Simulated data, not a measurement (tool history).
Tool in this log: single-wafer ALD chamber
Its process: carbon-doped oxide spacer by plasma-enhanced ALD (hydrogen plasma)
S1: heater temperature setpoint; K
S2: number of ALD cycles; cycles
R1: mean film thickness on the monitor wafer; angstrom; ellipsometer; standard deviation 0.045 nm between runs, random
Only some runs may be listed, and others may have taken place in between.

| run | hour | S1 | S2 | R1 |
|---|---|---|---|---|
| 1 | 0.0 | 653.15 | 212 | 107.26 |
| 2 | 8.0 | 653.15 | 226 | 114.34 |
| 3 | 13.8 | 653.15 | 219 | 110.93 |
| 4 | 16.5 | 653.15 | 241 | 122.13 |
| 5 | 23.4 | 657.15 | 241 | 122.11 |
| 6 | 28.7 | 665.15 | 241 | 122.28 |
| 7 | 30.3 | 665.15 | 207 | 105.06 |

Estimate the outcome of run 8 from the log above:
| 8 | 31.8 | 665.15 | 203 | ? |

R1: 102.44 angstrom
